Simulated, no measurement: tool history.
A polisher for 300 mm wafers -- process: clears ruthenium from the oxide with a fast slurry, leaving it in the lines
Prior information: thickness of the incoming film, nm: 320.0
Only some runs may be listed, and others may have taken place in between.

run  hour  flow of slurry (ml/min)  pressure of the wafer on the pad (kPa)  speed of the pad under the wafer (m/s)  abrasive content of the slurry  overpolish time after the end point (s)  time until the end point was called (s)  dishing of a wide line in a test structure (Å)
  1     0                      260                                    17.2                                    0.94                               1                                       25                                   85.276                                          532.59
  2   1.9                      235                                    17.2                                    0.94                               1                                       25                                   89.112                                          522.36
  3   5.8                      235                                    17.2                                    0.94                               1                                       29                                   86.132                                          576.32
  4   8.6                      235                                    17.2                                    0.94                               1                                       34                                   86.737                                           624.9
  5  16.4                      240                                    18.6                                    0.94                               1                                       34                                    82.48                                          658.76
  6  19.2                      240                                    15.9                                    0.94                               1                                       34                                    91.51                                          635.11
  7  22.3                      245                                    17.9                                    0.96                               1                                       35                                   81.238                                          653.45
  8  28.1                      250                                    19.3                                    0.96                               1                                       36                                   78.332                                          673.18
  9  35.9                      250                                    19.3                                    0.96                               1                                       36                                    76.45                                          710.55

Run 10 has not been measured yet. What should we expect?
 10  37.8                      255                                    20.7                                    0.96                               1                                       36                                        ?                                               ?

Logged for run 10: time until the end point was called (s) 72.341, dishing of a wide line in a test structure (Å) 708.57.

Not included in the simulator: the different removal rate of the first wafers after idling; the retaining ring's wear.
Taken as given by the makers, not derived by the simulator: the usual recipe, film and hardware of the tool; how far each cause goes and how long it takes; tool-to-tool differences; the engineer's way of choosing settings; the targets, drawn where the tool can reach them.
